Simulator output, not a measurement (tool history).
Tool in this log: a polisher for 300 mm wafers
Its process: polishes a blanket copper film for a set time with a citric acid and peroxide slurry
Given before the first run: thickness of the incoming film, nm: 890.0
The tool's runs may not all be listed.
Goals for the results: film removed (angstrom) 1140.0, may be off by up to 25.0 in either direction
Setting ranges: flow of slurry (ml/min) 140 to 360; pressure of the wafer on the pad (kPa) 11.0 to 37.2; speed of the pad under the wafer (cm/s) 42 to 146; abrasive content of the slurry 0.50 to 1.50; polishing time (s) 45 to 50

run	hour	flow of slurry (ml/min)	pressure of the wafer on the pad (kPa)	speed of the pad under the wafer (cm/s)	abrasive content of the slurry	polishing time (s)	film removed (angstrom)
1	0.0	230	24.1	94	1.00	50	1344.3
2	8.0	185	24.1	94	1.00	50	1297.8
3	13.4	185	24.1	94	0.80	50	1253.4
4	20.8	185	24.1	102	0.80	50	1356.5
5	21.9	180	23.4	102	0.80	50	1324.7
6	24.6	175	22.8	102	0.80	50	1282.3
7	30.5	170	22.1	102	0.80	50	1228.6
8	35.1	165	22.1	102	0.80	50	1230.7
9	42.4	160	22.1	102	0.80	50	1228.0
10	45.1	160	21.4	102	0.80	50	1180.0
11	53.2	155	21.4	102	0.80	50	1172.0
12	54.6	150	21.4	102	0.80	50	1177.3

Pick the move, out of 4, that brings all results within their allowed miss; only one does.
A	56.0	190	18.6	118	0.80	50	?
B	56.0	140	29.0	88	0.50	45	?
C	56.0	150	21.4	108	0.85	48	?
D	56.0	170	22.1	108	0.85	45	?

move	film removed (angstrom)
A	1216.1
B	1126.4
C	1195.9
D	1177.9
A: misses by more than the last run did
B: meets every target
C: misses by more than the last run did
D: no nearer and no further than the last run
Move B is the one to make.
